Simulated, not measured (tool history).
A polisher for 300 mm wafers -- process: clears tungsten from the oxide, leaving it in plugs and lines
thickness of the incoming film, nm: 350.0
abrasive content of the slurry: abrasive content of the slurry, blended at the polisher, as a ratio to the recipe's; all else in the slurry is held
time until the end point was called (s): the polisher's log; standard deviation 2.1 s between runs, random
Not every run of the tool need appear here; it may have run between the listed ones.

run	hour	flow of slurry (ml/min)	pressure of the wafer on the pad (kPa)	speed of the pad under the wafer (m/s)	abrasive content of the slurry	overpolish time after the end point (s)	time until the end point was called (s)
1	0.0	160	22.1	1.26	1.0	50	72.136
2	4.0	160	22.1	1.26	1.0	50	70.107
3	11.6	160	26.2	1.26	1.0	50	59.255
4	19.1	160	26.2	1.44	1.0	50	52.337
5	25.4	160	21.4	1.38	1.0	50	66.290
6	28.2	160	21.4	1.68	1.0	50	55.581

What will run 7 give?
7	33.7	155	17.9	1.56	1.0	50	?

time until the end point was called (s): 70.147
